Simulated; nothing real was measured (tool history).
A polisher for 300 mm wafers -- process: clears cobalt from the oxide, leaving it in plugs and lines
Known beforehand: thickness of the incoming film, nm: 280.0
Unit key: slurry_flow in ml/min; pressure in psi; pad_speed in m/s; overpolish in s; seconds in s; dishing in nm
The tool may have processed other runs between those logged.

{"run": 1, "hour": 0.0, "slurry_flow": 220, "pressure": 1.8, "pad_speed": 1.18, "overpolish": 26, "seconds": 61.731, "dishing": 50.797}
{"run": 2, "hour": 2.7, "slurry_flow": 250, "pressure": 1.8, "pad_speed": 1.18, "overpolish": 26, "seconds": 60.524, "dishing": 51.77}
{"run": 3, "hour": 4.3, "slurry_flow": 250, "pressure": 1.6, "pad_speed": 1.18, "overpolish": 26, "seconds": 68.679, "dishing": 50.142}
{"run": 4, "hour": 7.3, "slurry_flow": 230, "pressure": 1.7, "pad_speed": 1.18, "overpolish": 23, "seconds": 65.234, "dishing": 50.3}
{"run": 5, "hour": 16.0, "slurry_flow": 255, "pressure": 1.7, "pad_speed": 1.18, "overpolish": 23, "seconds": 63.665, "dishing": 50.332}
{"run": 6, "hour": 21.0, "slurry_flow": 235, "pressure": 1.8, "pad_speed": 1.16, "overpolish": 20, "seconds": 61.969, "dishing": 48.09}
{"run": 7, "hour": 28.0, "slurry_flow": 215, "pressure": 1.9, "pad_speed": 1.12, "overpolish": 18, "seconds": 62.635, "dishing": 45.327}
{"run": 8, "hour": 31.7, "slurry_flow": 205, "pressure": 2.0, "pad_speed": 1.1, "overpolish": 16, "seconds": 60.484, "dishing": 43.703}
{"run": 9, "hour": 37.7, "slurry_flow": 145, "pressure": 2.5, "pad_speed": 1.04, "overpolish": 8, "seconds": 54.384, "dishing": 30.526}
{"run": 10, "hour": 39.0, "slurry_flow": 200, "pressure": 2.4, "pad_speed": 1.08, "overpolish": 16, "seconds": 50.608, "dishing": 47.242}
{"run": 11, "hour": 46.0, "slurry_flow": 195, "pressure": 2.4, "pad_speed": 1.08, "overpolish": 15, "seconds": 50.91, "dishing": 45.082}
{"run": 12, "hour": 51.0, "slurry_flow": 190, "pressure": 2.4, "pad_speed": 1.08, "overpolish": 15, "seconds": 52.509, "dishing": 44.414}

Estimate the outcome of run 13 from the log above:
{"run": 13, "hour": 55.7, "slurry_flow": 185, "pressure": 2.4, "pad_speed": 1.08, "overpolish": 14, "seconds": "?", "dishing": "?"}

{"run 13": {"seconds": 52.532, "dishing": 43.723}}
